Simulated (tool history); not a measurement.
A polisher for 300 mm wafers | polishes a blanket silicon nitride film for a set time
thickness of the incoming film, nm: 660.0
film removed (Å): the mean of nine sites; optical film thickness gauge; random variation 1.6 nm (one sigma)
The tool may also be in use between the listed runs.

run	hour	flow of slurry (ml/min)	pressure of the wafer on the pad (kPa)	speed of the pad under the wafer (m/s)	polishing time (s)	film removed (Å)
1	0.0	120	32.4	1.22	52	1429.5
2	2.8	125	33.1	1.22	52	1452.3
3	6.4	125	37.2	1.22	52	1611.4
4	10.5	125	31.7	1.22	52	1410.4
5	14.0	125	31.7	1.22	47	1282.0
6	18.1	125	39.3	1.22	47	1523.7
7	19.6	125	40.7	1.22	47	1563.0
# hour 28.5: worn pad replaced by a new one
8	28.5	130	41.4	1.22	47	1739.1
9	33.5	135	41.4	1.22	47	1728.8
10	37.1	140	41.4	1.22	47	1745.9
11	45.4	145	41.4	1.22	47	1757.5
12	52.3	150	41.4	1.22	47	1775.0
13	57.1	155	41.4	1.22	47	1765.3

Run 14 comes next. What will it give?
14	65.6	155	42.1	1.22	47	?

Run 14 gave film removed (Å) 1785.4.
